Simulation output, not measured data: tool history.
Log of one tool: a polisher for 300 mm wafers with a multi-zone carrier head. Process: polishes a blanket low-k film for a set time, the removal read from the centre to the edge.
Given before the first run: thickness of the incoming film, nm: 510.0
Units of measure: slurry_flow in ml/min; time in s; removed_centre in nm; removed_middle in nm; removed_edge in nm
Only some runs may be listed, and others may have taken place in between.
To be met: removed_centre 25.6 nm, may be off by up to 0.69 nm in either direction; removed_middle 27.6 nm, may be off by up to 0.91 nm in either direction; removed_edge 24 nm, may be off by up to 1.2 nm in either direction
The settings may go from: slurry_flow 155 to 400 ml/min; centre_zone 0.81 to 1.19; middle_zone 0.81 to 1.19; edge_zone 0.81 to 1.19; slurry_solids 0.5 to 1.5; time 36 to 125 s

run  hour  slurry_flow  centre_zone  middle_zone  edge_zone  slurry_solids  time  removed_centre  removed_middle  removed_edge
  1     0          255            1            1          1              1    80          23.497          23.266        22.968
  2   2.1          255            1            1          1            0.9    80          23.018          22.441        21.623
  3   7.4          255            1         0.95          1            0.9    80          23.163          21.457         21.77
  4  11.8          255            1         0.95          1           0.75    80          21.385           20.37        20.435
  5  20.2          265         1.01         0.99       1.02            0.8    80          22.346          21.873        20.898
  6  24.2          265         1.01         0.99       1.02            0.9    80          23.387          22.377        22.365
  7  32.6          280         1.01         1.02       1.02            0.9    80          23.181           22.95         22.69
  8  35.1          275         1.02         1.05       1.02            0.9    80          23.491          23.877         22.51
  9  42.3          280         1.03         1.07       1.02            0.9    80          23.906          24.124        22.115
 10  48.2          285         1.03         1.09       1.03            0.9    80          23.419          24.035        22.188
 11  50.5          290         1.03         1.11       1.03           0.95    80          24.218          25.378        22.784
 12    57          295         1.03         1.12       1.04           0.95    80          24.341          25.456        22.965
 13  60.6          295         1.03         1.12       1.04           0.95    80          24.289          25.409         23.07
 14  64.5          300         1.03         1.13       1.04           0.95    80          24.242          25.627        23.032

5 next moves are on the table. One of them brings every result within its allowed miss. Which?
  A  68.4          350         0.91         0.97        1.1              1    78               ?               ?             ?
  B  68.4          295            1         1.12       1.08           1.15    86               ?               ?             ?
  C  68.4          320         0.98         1.11       1.09           0.75   101               ?               ?             ?
  D  68.4          260         0.97         1.08       1.18            0.8    95               ?               ?             ?
  E  68.4          320         0.99          1.1       0.93           1.25    80               ?               ?             ?

move  removed_centre  removed_middle  removed_edge
   A          21.512           22.61         24.36
   B          26.767          28.745        27.471
   C          27.237          29.611        28.539
   D          25.222          27.165        27.653
   E          25.509          27.252        25.192
A: its largest miss is bigger than the last run's
B: pushes the last run's worst result past its target
C: pushes the last run's worst result past its target
D: gets the furthest-off result to its target, but another result is out of tolerance
E: in spec on every target
E is the move that brings every result within its allowed miss.
